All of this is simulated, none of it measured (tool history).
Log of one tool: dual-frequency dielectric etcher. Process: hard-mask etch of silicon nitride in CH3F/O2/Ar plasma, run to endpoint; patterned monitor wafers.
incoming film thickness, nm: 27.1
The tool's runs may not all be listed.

run,hour,source power (W),bias power (W),endpoint time (s)
1,0,330,90,40.905
2,5.8,290,81,45.321
3,12.2,290,87,42.981
4,19.9,270,79,46.844
5,22.2,330,79,44.339
6,30.5,330,72,46.277
7,34.5,300,69,49.225
8,35.4,280,68,50.375

Forecast run 9:
9,37.7,260,67,?

Run 9 gave endpoint time (s) 51.84.

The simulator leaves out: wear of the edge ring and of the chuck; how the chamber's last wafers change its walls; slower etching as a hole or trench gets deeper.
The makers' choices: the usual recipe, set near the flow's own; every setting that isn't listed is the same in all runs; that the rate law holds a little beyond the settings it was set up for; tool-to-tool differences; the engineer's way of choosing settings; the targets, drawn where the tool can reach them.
